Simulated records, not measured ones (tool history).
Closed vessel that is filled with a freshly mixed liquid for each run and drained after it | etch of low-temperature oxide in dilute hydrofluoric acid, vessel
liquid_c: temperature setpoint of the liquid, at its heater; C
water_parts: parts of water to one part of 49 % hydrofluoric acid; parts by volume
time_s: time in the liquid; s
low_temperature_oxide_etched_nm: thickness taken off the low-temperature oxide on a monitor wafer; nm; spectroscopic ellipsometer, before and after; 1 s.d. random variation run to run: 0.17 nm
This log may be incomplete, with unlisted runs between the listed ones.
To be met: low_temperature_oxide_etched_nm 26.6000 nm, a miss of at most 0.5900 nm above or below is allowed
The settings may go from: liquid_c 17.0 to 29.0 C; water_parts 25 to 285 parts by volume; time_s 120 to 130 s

| run | hour | liquid_c | water_parts | time_s | low_temperature_oxide_etched_nm |
|---|---|---|---|---|---|
| 1 | 0.0 | 21.0 | 155 | 120 | 7.6751 |
| 2 | 5.4 | 23.0 | 120 | 120 | 11.0620 |
| 3 | 12.3 | 23.0 | 100 | 120 | 13.5300 |
| 4 | 20.1 | 23.0 | 100 | 120 | 13.4020 |
| 5 | 22.2 | 24.5 | 85 | 120 | 17.2180 |
| 6 | 25.1 | 25.5 | 80 | 120 | 19.1790 |
| 7 | 33.8 | 26.5 | 75 | 120 | 21.5330 |
| 8 | 38.9 | 27.0 | 75 | 120 | 22.0250 |
| 9 | 43.3 | 29.0 | 55 | 120 | 33.2100 |
| 10 | 47.4 | 28.5 | 55 | 120 | 32.7460 |
| 11 | 51.8 | 28.0 | 55 | 120 | 31.4560 |
| 12 | 60.3 | 27.5 | 55 | 120 | 31.0810 |
| 13 | 69.1 | 27.0 | 55 | 120 | 30.8560 |
| 14 | 74.5 | 26.0 | 55 | 120 | 29.6510 |
| 15 | 80.5 | 25.0 | 55 | 120 | 28.2990 |
| 16 | 88.5 | 24.5 | 55 | 120 | 27.7520 |
| 17 | 91.7 | 24.0 | 55 | 120 | 27.2460 |

Which single option among these 5 for the next run brings every result within its allowed miss of target? Just one does.
| A | 94.9 | 22.5 | 55 | 125 | ? |
| B | 94.9 | 28.0 | 65 | 125 | ? |
| C | 94.9 | 26.5 | 60 | 125 | ? |
| D | 94.9 | 24.5 | 55 | 120 | ? |
| E | 94.9 | 23.0 | 55 | 130 | ? |

| move | low_temperature_oxide_etched_nm |
|---|---|
| A | 26.5960 |
| B | 27.7300 |
| C | 28.5060 |
| D | 27.7230 |
| E | 28.2390 |
A: all results land within tolerance of their targets
B: the biggest miss grows against the last run
C: the biggest miss grows against the last run
D: the biggest miss grows against the last run
E: the biggest miss grows against the last run
A is the move that brings every result within its allowed miss.

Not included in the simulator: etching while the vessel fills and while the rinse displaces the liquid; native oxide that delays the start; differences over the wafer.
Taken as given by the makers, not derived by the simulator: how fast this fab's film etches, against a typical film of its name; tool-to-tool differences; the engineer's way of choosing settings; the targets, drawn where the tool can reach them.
